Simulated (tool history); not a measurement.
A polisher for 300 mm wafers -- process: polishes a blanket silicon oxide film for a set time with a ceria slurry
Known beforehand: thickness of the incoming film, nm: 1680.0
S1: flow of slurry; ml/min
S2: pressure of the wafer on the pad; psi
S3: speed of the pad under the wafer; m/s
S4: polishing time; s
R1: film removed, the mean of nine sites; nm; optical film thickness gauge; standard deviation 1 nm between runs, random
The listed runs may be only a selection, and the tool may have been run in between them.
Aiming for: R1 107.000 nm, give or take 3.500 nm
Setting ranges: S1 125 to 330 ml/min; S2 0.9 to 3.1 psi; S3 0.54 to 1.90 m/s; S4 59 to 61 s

Run 1, hour 0.0: S1 210 ml/min, S2 2.0 psi, S3 1.22 m/s, S4 59 s. Result: R1 215.020 nm.
Run 2, hour 6.2: S1 210 ml/min, S2 1.9 psi, S3 1.20 m/s, S4 59 s. Result: R1 202.780 nm.
Run 3, hour 14.8: S1 210 ml/min, S2 1.8 psi, S3 1.18 m/s, S4 59 s. Result: R1 188.130 nm.
Run 4, hour 21.0: S1 210 ml/min, S2 1.7 psi, S3 1.16 m/s, S4 59 s. Result: R1 175.970 nm.
Run 5, hour 28.0: S1 160 ml/min, S2 1.7 psi, S3 1.16 m/s, S4 59 s. Result: R1 169.660 nm.
Run 6, hour 35.3: S1 205 ml/min, S2 1.7 psi, S3 1.16 m/s, S4 59 s. Result: R1 176.800 nm.
Run 7, hour 42.8: S1 200 ml/min, S2 1.6 psi, S3 1.14 m/s, S4 59 s. Result: R1 164.380 nm.
Run 8, hour 47.0: S1 200 ml/min, S2 1.5 psi, S3 1.14 m/s, S4 59 s. Result: R1 156.210 nm.
Run 9, hour 50.1: S1 200 ml/min, S2 1.4 psi, S3 1.14 m/s, S4 59 s. Result: R1 144.220 nm.
Run 10, hour 58.2: S1 200 ml/min, S2 1.3 psi, S3 1.14 m/s, S4 59 s. Result: R1 132.810 nm.
Run 11, hour 62.6: S1 195 ml/min, S2 1.1 psi, S3 1.14 m/s, S4 59 s. Result: R1 114.460 nm.

Below are 5 possible settings for the next run. Only one of them brings all results inside the allowed miss of their targets. Which is it?
Run A, hour 67.0: S1 330 ml/min, S2 1.2 psi, S3 0.76 m/s, S4 61 s. Result: R1 ?.
Run B, hour 67.0: S1 160 ml/min, S2 1.1 psi, S3 1.18 m/s, S4 59 s. Result: R1 ?.
Run C, hour 67.0: S1 135 ml/min, S2 1.2 psi, S3 0.98 m/s, S4 61 s. Result: R1 ?.
Run D, hour 67.0: S1 165 ml/min, S2 1.0 psi, S3 1.30 m/s, S4 61 s. Result: R1 ?.
Run E, hour 67.0: S1 215 ml/min, S2 1.2 psi, S3 1.08 m/s, S4 61 s. Result: R1 ?.

move       R1
   A   96.796
   B  112.740
   C  105.070
   D  116.270
   E  122.840
A: moves the result that the last run missed by most past its target, out the other side
B: nearer than the last run, and not there yet
C: all results land within tolerance of their targets
D: further off than the last run
E: further off than the last run
The move that meets every target is C.
